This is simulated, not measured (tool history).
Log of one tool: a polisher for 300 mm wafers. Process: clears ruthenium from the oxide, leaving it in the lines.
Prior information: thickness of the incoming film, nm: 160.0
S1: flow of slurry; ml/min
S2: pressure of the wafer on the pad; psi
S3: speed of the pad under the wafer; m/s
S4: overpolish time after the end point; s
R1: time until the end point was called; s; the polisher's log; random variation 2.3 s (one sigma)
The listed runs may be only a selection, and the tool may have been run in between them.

run	hour	S1	S2	S3	S4	R1
1	0.0	305	2.6	1.26	11	81.756
2	7.6	305	3.2	1.26	11	66.174
3	15.2	305	3.2	1.26	11	64.566
4	23.0	305	3.2	1.26	11	64.084
5	28.2	340	3.2	1.26	11	64.708
6	36.1	340	2.9	1.24	11	73.772
7	38.9	340	2.9	1.24	11	72.530
8	44.8	340	2.7	1.22	11	75.721
9	53.4	335	2.5	1.18	11	82.764

Run 10 comes next. What will it give?
10	54.9	330	2.3	1.14	11	?

R1: 95.329 s

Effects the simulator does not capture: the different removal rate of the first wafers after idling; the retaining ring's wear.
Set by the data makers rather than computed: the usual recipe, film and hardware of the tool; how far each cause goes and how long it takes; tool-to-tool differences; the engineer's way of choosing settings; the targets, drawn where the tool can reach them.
